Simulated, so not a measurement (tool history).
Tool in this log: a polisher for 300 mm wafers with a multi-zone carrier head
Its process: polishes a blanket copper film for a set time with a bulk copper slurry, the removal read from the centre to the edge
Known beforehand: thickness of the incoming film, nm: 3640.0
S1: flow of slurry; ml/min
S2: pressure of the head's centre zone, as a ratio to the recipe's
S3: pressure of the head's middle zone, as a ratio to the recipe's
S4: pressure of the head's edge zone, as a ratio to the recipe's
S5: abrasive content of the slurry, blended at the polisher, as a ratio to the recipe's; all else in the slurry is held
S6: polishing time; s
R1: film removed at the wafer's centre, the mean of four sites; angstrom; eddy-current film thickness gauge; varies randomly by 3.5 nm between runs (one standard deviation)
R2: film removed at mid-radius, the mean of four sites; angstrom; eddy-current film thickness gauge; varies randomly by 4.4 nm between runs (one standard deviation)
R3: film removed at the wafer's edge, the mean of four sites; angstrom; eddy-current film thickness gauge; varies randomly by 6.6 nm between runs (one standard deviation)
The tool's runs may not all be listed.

| run | hour | S1 | S2 | S3 | S4 | S5 | S6 | R1 | R2 | R3 |
|---|---|---|---|---|---|---|---|---|---|---|
| 1 | 0 | 130 | 1 | 1 | 1 | 1 | 80 | 7555 | 7572.4 | 7523.5 |
| 2 | 4.6 | 130 | 1 | 1 | 1 | 0.9 | 80 | 7384.4 | 7377 | 7395.6 |
| 3 | 11.8 | 130 | 1 | 1 | 1 | 0.9 | 72 | 6657.3 | 6661.9 | 6635.4 |
| 4 | 15.9 | 130 | 1 | 0.94 | 1 | 0.9 | 72 | 6649.8 | 6362 | 6643.9 |
| 5 | 20.5 | 130 | 1 | 0.94 | 1 | 0.9 | 84 | 7723.7 | 7291.4 | 7818.8 |
| 6 | 25.4 | 130 | 1 | 0.94 | 1.08 | 0.9 | 84 | 7727.6 | 7365.8 | 8315.8 |

Run 7, settings as shown, results not yet in. Your forecast:
| 7 | 34.2 | 125 | 0.98 | 0.92 | 1.03 | 0.8 | 81 | ? | ? | ? |

R1: 7193.5 angstrom
R2: 6677 angstrom
R3: 7418.2 angstrom

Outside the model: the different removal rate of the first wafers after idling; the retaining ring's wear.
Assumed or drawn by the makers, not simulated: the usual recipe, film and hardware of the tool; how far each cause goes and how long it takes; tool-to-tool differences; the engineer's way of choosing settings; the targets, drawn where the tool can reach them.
